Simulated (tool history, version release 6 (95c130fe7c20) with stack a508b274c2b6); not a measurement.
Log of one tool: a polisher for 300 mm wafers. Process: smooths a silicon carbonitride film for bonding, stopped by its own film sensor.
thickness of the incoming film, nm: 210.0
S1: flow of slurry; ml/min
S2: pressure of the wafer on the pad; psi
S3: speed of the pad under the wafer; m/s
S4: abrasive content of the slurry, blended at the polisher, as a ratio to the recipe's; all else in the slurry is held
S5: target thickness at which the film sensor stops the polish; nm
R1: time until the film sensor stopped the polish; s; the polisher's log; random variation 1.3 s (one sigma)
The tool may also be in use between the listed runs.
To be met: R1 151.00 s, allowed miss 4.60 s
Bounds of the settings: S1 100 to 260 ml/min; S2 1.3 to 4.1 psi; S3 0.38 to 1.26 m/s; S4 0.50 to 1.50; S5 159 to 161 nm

Run 1, hour 0.0: S1 165 ml/min, S2 2.7 psi, S3 0.82 m/s, S4 1.00, S5 161 nm. Result: R1 175.83 s.
Run 2, hour 4.2: S1 175 ml/min, S2 2.8 psi, S3 0.82 m/s, S4 1.00, S5 161 nm. Result: R1 170.03 s.
Run 3, hour 13.2: S1 190 ml/min, S2 2.8 psi, S3 0.82 m/s, S4 1.00, S5 161 nm. Result: R1 166.58 s.
Run 4, hour 17.2: S1 190 ml/min, S2 2.8 psi, S3 0.82 m/s, S4 1.00, S5 159 nm. Result: R1 172.39 s.
Run 5, hour 20.3: S1 190 ml/min, S2 2.8 psi, S3 0.82 m/s, S4 1.00, S5 159 nm. Result: R1 173.01 s.
Run 6, hour 21.0: S1 200 ml/min, S2 2.9 psi, S3 0.82 m/s, S4 1.00, S5 159 nm. Result: R1 168.22 s.
Run 7, hour 25.2: S1 205 ml/min, S2 3.0 psi, S3 0.82 m/s, S4 1.00, S5 159 nm. Result: R1 161.94 s.
Run 8, hour 30.1: S1 210 ml/min, S2 3.0 psi, S3 0.82 m/s, S4 1.00, S5 159 nm. Result: R1 163.30 s.
Run 9, hour 38.7: S1 210 ml/min, S2 3.1 psi, S3 0.82 m/s, S4 1.00, S5 159 nm. Result: R1 158.20 s.

Which of these 4 next moves meets every target?
Run A, hour 47.3: S1 240 ml/min, S2 3.3 psi, S3 0.68 m/s, S4 1.00, S5 161 nm. Result: R1 ?.
Run B, hour 47.3: S1 210 ml/min, S2 3.1 psi, S3 0.76 m/s, S4 0.95, S5 160 nm. Result: R1 ?.
Run C, hour 47.3: S1 210 ml/min, S2 2.9 psi, S3 0.92 m/s, S4 0.90, S5 161 nm. Result: R1 ?.
Run D, hour 47.3: S1 220 ml/min, S2 3.1 psi, S3 0.66 m/s, S4 1.10, S5 161 nm. Result: R1 ?.

move      R1
   A  165.03
   B  166.95
   C  150.76
   D  172.02
A: further off than the last run
B: further off than the last run
C: meets every target
D: further off than the last run
Answer: C
